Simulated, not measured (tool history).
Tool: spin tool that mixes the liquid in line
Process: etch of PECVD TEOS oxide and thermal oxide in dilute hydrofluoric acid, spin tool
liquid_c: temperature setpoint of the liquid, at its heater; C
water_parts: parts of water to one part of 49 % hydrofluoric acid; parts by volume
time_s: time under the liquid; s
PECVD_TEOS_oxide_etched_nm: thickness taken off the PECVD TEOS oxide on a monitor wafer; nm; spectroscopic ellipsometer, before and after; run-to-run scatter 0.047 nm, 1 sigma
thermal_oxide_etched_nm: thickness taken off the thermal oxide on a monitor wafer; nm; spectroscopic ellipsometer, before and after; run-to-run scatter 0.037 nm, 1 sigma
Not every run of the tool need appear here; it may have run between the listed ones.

Run 1, day 0.000: liquid_c 26.0 C, water_parts 140 parts by volume, time_s 90 s. Result: PECVD_TEOS_oxide_etched_nm 6.1120 nm, thermal_oxide_etched_nm 2.6822 nm.
Run 2, day 0.233: liquid_c 28.0 C, water_parts 140 parts by volume, time_s 90 s. Result: PECVD_TEOS_oxide_etched_nm 6.6509 nm, thermal_oxide_etched_nm 2.9243 nm.
Run 3, day 0.371: liquid_c 29.0 C, water_parts 140 parts by volume, time_s 90 s. Result: PECVD_TEOS_oxide_etched_nm 6.8694 nm, thermal_oxide_etched_nm 2.9751 nm.
Run 4, day 0.658: liquid_c 29.0 C, water_parts 190 parts by volume, time_s 90 s. Result: PECVD_TEOS_oxide_etched_nm 4.8004 nm, thermal_oxide_etched_nm 2.0886 nm.
At day 0.983: thermometer replaced.
Run 5, day 0.983: liquid_c 29.0 C, water_parts 190 parts by volume, time_s 75 s. Result: PECVD_TEOS_oxide_etched_nm 4.3413 nm, thermal_oxide_etched_nm 1.9026 nm.
Run 6, day 1.192: liquid_c 30.5 C, water_parts 175 parts by volume, time_s 75 s. Result: PECVD_TEOS_oxide_etched_nm 5.0807 nm, thermal_oxide_etched_nm 2.1884 nm.
Run 7, day 1.562: liquid_c 30.5 C, water_parts 175 parts by volume, time_s 75 s. Result: PECVD_TEOS_oxide_etched_nm 5.1452 nm, thermal_oxide_etched_nm 2.2180 nm.
Run 8, day 1.604: liquid_c 31.0 C, water_parts 165 parts by volume, time_s 75 s. Result: PECVD_TEOS_oxide_etched_nm 5.5513 nm, thermal_oxide_etched_nm 2.4121 nm.
Run 9, day 1.862: liquid_c 32.0 C, water_parts 155 parts by volume, time_s 75 s. Result: PECVD_TEOS_oxide_etched_nm 6.2436 nm, thermal_oxide_etched_nm 2.7127 nm.
Run 10, day 2.042: liquid_c 32.5 C, water_parts 150 parts by volume, time_s 75 s. Result: PECVD_TEOS_oxide_etched_nm 6.5672 nm, thermal_oxide_etched_nm 2.9010 nm.
Run 11, day 2.150: liquid_c 33.0 C, water_parts 145 parts by volume, time_s 75 s. Result: PECVD_TEOS_oxide_etched_nm 6.9524 nm, thermal_oxide_etched_nm 3.0708 nm.

Run 12 has not been measured yet. What should we expect?
Run 12, day 2.338: liquid_c 33.0 C, water_parts 140 parts by volume, time_s 75 s. Result: PECVD_TEOS_oxide_etched_nm ?, thermal_oxide_etched_nm ?.

{"run 12": {"PECVD_TEOS_oxide_etched_nm": 7.1976, "thermal_oxide_etched_nm": 3.1482}}

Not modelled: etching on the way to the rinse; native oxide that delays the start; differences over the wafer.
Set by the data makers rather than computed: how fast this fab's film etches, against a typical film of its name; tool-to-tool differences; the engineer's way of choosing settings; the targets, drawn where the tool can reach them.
